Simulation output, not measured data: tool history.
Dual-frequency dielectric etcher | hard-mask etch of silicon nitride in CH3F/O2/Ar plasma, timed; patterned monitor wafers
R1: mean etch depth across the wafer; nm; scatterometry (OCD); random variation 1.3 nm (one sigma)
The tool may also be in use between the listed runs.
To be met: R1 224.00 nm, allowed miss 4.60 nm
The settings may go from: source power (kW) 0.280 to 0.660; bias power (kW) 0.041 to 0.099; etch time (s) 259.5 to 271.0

{"run": 1, "hour": 0.0, "source power (kW)": 0.47, "bias power (kW)": 0.07, "etch time (s)": 259.5, "R1": 189.23}
{"run": 2, "hour": 0.6, "source power (kW)": 0.47, "bias power (kW)": 0.058, "etch time (s)": 259.5, "R1": 176.97}
{"run": 3, "hour": 3.4, "source power (kW)": 0.5, "bias power (kW)": 0.058, "etch time (s)": 259.5, "R1": 184.5}
{"run": 4, "hour": 12.3, "source power (kW)": 0.5, "bias power (kW)": 0.053, "etch time (s)": 259.5, "R1": 177.17}
{"run": 5, "hour": 14.0, "source power (kW)": 0.53, "bias power (kW)": 0.053, "etch time (s)": 259.5, "R1": 183.66}
{"run": 6, "hour": 17.2, "source power (kW)": 0.5, "bias power (kW)": 0.053, "etch time (s)": 259.5, "R1": 177.22}
{"run": 7, "hour": 18.0, "source power (kW)": 0.55, "bias power (kW)": 0.057, "etch time (s)": 260.5, "R1": 190.97}
{"run": 8, "hour": 25.3, "source power (kW)": 0.58, "bias power (kW)": 0.061, "etch time (s)": 261.5, "R1": 202.79}
{"run": 9, "hour": 32.8, "source power (kW)": 0.6, "bias power (kW)": 0.063, "etch time (s)": 262.0, "R1": 208.49}
{"run": 10, "hour": 41.1, "source power (kW)": 0.62, "bias power (kW)": 0.064, "etch time (s)": 262.5, "R1": 215.07}
{"run": 11, "hour": 47.2, "source power (kW)": 0.63, "bias power (kW)": 0.064, "etch time (s)": 262.5, "R1": 214.98}
{"run": 12, "hour": 52.9, "source power (kW)": 0.64, "bias power (kW)": 0.065, "etch time (s)": 262.5, "R1": 218.1}

Which of these 4 next moves meets every target?
{"run": "A", "hour": 58.6, "source power (kW)": 0.58, "bias power (kW)": 0.059, "etch time (s)": 271.0, "R1": "?"}
{"run": "B", "hour": 58.6, "source power (kW)": 0.55, "bias power (kW)": 0.066, "etch time (s)": 262.5, "R1": "?"}
{"run": "C", "hour": 58.6, "source power (kW)": 0.61, "bias power (kW)": 0.067, "etch time (s)": 271.0, "R1": "?"}
{"run": "D", "hour": 58.6, "source power (kW)": 0.62, "bias power (kW)": 0.064, "etch time (s)": 259.5, "R1": "?"}

move=A R1=207.67
move=B R1=203.55
move=C R1=222.78
move=D R1=211.65
A: further off than the last run
B: further off than the last run
C: meets every target
D: further off than the last run
Answer: C

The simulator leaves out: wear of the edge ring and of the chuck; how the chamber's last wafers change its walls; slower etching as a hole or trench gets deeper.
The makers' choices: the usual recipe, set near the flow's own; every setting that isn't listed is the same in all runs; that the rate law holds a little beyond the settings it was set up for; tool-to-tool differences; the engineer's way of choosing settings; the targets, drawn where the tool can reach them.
